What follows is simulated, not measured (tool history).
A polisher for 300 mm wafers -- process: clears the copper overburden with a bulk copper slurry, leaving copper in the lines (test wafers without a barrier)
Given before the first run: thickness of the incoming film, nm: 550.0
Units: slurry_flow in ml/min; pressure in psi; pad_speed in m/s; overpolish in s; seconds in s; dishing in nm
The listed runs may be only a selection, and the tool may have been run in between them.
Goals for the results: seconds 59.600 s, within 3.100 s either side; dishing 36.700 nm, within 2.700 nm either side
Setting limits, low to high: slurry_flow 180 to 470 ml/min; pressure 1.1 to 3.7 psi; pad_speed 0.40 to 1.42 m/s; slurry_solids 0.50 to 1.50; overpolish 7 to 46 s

| run | day | slurry_flow | pressure | pad_speed | slurry_solids | overpolish | seconds | dishing |
|---|---|---|---|---|---|---|---|---|
| 1 | 0.000 | 300 | 2.4 | 0.90 | 1.00 | 24 | 89.694 | 52.710 |
| 2 | 0.196 | 325 | 2.4 | 0.90 | 1.00 | 24 | 87.953 | 54.193 |
| 3 | 0.262 | 325 | 2.4 | 0.90 | 1.00 | 17 | 89.035 | 46.036 |
| 4 | 0.471 | 295 | 2.4 | 1.00 | 1.00 | 15 | 81.670 | 46.359 |
| 5 | 0.796 | 295 | 2.4 | 1.00 | 0.85 | 15 | 83.953 | 45.709 |
| 6 | 1.142 | 230 | 2.4 | 1.00 | 0.85 | 15 | 83.822 | 44.607 |
| 7 | 1.192 | 220 | 2.4 | 1.08 | 0.75 | 13 | 81.766 | 41.376 |
| 8 | 1.542 | 210 | 2.4 | 1.16 | 0.70 | 12 | 76.895 | 41.783 |
| 9 | 1.808 | 205 | 2.4 | 1.22 | 0.65 | 11 | 76.015 | 42.586 |
| 10 | 1.850 | 290 | 2.0 | 1.24 | 0.90 | 7 | 78.968 | 28.172 |
| 11 | 2.175 | 290 | 2.1 | 1.26 | 0.90 | 7 | 73.823 | 29.921 |
| 12 | 2.517 | 290 | 2.2 | 1.26 | 0.90 | 7 | 70.422 | 31.447 |
| 13 | 2.862 | 290 | 2.7 | 1.26 | 0.90 | 11 | 59.467 | 47.376 |
| 14 | 2.979 | 290 | 2.6 | 1.28 | 0.90 | 10 | 60.287 | 44.843 |

5 candidate next runs follow, results not yet known. Just one meets every target within its allowed miss. Identify it.
| A | 3.096 | 260 | 2.9 | 1.36 | 0.85 | 8 | ? | ? |
| B | 3.096 | 365 | 2.5 | 1.36 | 0.75 | 7 | ? | ? |
| C | 3.096 | 260 | 2.8 | 1.40 | 0.90 | 8 | ? | ? |
| D | 3.096 | 265 | 3.1 | 1.22 | 0.85 | 9 | ? | ? |
| E | 3.096 | 295 | 3.2 | 1.04 | 1.05 | 22 | ? | ? |

| move | seconds | dishing |
|---|---|---|
| A | 50.904 | 42.074 |
| B | 58.556 | 35.263 |
| C | 50.638 | 42.051 |
| D | 52.953 | 44.190 |
| E | 57.004 | 60.198 |
A: an improvement on the last run, though not all results are within tolerance
B: all results in spec
C: neither nearer nor further off than the last run
D: an improvement on the last run, though not all results are within tolerance
E: moves away from the targets compared with the last run
So the answer is move B, the one that meets all the targets.
